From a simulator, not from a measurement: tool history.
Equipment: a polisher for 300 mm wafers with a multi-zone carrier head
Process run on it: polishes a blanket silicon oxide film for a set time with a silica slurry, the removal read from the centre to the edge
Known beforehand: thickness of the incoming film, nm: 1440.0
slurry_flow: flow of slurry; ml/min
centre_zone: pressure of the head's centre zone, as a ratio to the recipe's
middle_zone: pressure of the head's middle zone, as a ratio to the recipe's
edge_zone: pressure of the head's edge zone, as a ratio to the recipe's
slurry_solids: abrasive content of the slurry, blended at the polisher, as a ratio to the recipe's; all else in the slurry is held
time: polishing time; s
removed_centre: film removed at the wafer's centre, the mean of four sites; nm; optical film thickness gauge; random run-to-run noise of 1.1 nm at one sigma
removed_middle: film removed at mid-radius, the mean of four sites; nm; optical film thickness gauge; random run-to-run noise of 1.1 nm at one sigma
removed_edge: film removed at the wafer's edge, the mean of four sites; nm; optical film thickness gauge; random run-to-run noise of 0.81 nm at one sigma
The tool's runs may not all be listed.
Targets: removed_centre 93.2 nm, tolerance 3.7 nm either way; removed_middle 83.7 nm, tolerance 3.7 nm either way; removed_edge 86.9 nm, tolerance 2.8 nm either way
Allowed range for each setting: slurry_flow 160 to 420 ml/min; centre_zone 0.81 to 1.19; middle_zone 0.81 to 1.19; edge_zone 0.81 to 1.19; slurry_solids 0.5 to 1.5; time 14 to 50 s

Run 1, hour 0: slurry_flow 270 ml/min, centre_zone 1, middle_zone 1, edge_zone 1, slurry_solids 1, time 32 s. Result: removed_centre 77.831 nm, removed_middle 77.784 nm, removed_edge 78.463 nm.
Run 2, hour 1.4: slurry_flow 225 ml/min, centre_zone 1, middle_zone 1, edge_zone 1, slurry_solids 1, time 32 s. Result: removed_centre 75.543 nm, removed_middle 79.974 nm, removed_edge 77.473 nm.
Run 3, hour 8: slurry_flow 225 ml/min, centre_zone 1, middle_zone 1, edge_zone 1, slurry_solids 1, time 39 s. Result: removed_centre 93.948 nm, removed_middle 93.277 nm, removed_edge 93.045 nm.
Run 4, hour 11.3: slurry_flow 225 ml/min, centre_zone 1, middle_zone 1.08, edge_zone 1, slurry_solids 1, time 39 s. Result: removed_centre 90.981 nm, removed_middle 100.1 nm, removed_edge 93.958 nm.
Run 5, hour 12.5: slurry_flow 225 ml/min, centre_zone 1, middle_zone 1.02, edge_zone 1, slurry_solids 1, time 39 s. Result: removed_centre 92.142 nm, removed_middle 96.56 nm, removed_edge 93.778 nm.
Run 6, hour 19.9: slurry_flow 225 ml/min, centre_zone 1.06, middle_zone 1.02, edge_zone 1, slurry_solids 1, time 39 s. Result: removed_centre 97.749 nm, removed_middle 94.662 nm, removed_edge 94.252 nm.
Run 7, hour 20.6: slurry_flow 225 ml/min, centre_zone 1.06, middle_zone 1, edge_zone 0.99, slurry_solids 0.95, time 39 s. Result: removed_centre 96.454 nm, removed_middle 92.948 nm, removed_edge 90.496 nm.
Run 8, hour 21.2: slurry_flow 225 ml/min, centre_zone 1.05, middle_zone 0.98, edge_zone 0.99, slurry_solids 0.95, time 39 s. Result: removed_centre 95.079 nm, removed_middle 93.351 nm, removed_edge 92.558 nm.
Run 9, hour 24.6: slurry_flow 235 ml/min, centre_zone 1.06, middle_zone 0.96, edge_zone 0.99, slurry_solids 0.9, time 39 s. Result: removed_centre 94.231 nm, removed_middle 89.886 nm, removed_edge 89.979 nm.
Run 10, hour 33.3: slurry_flow 240 ml/min, centre_zone 1.06, middle_zone 0.94, edge_zone 0.99, slurry_solids 0.9, time 39 s. Result: removed_centre 94.068 nm, removed_middle 86.019 nm, removed_edge 90.83 nm.
Run 11, hour 35.2: slurry_flow 240 ml/min, centre_zone 1.06, middle_zone 0.94, edge_zone 0.98, slurry_solids 0.9, time 39 s. Result: removed_centre 94.543 nm, removed_middle 87.295 nm, removed_edge 90.368 nm.

Of the 4 settings listed for the next run, only one would bring every result within its allowed miss of target. Which one?
Run A, hour 37.1: slurry_flow 220 ml/min, centre_zone 1.01, middle_zone 0.91, edge_zone 0.96, slurry_solids 1, time 40 s. Result: removed_centre ?, removed_middle ?, removed_edge ?.
Run B, hour 37.1: slurry_flow 215 ml/min, centre_zone 0.98, middle_zone 1, edge_zone 0.97, slurry_solids 0.9, time 41 s. Result: removed_centre ?, removed_middle ?, removed_edge ?.
Run C, hour 37.1: slurry_flow 220 ml/min, centre_zone 1.08, middle_zone 1.03, edge_zone 0.93, slurry_solids 1.1, time 36 s. Result: removed_centre ?, removed_middle ?, removed_edge ?.
Run D, hour 37.1: slurry_flow 175 ml/min, centre_zone 1.09, middle_zone 0.93, edge_zone 0.98, slurry_solids 0.75, time 41 s. Result: removed_centre ?, removed_middle ?, removed_edge ?.

move  removed_centre  removed_middle  removed_edge
   A          93.951          89.754        93.223
   B          90.296          95.803        92.322
   C          92.702          92.579        85.261
   D          90.977          82.948        85.887
A: misses by more than the last run did
B: misses by more than the last run did
C: brings the result that was furthest off to its target, and leaves another outside
D: in spec on every target
So the answer is move D, the one that meets all the targets.
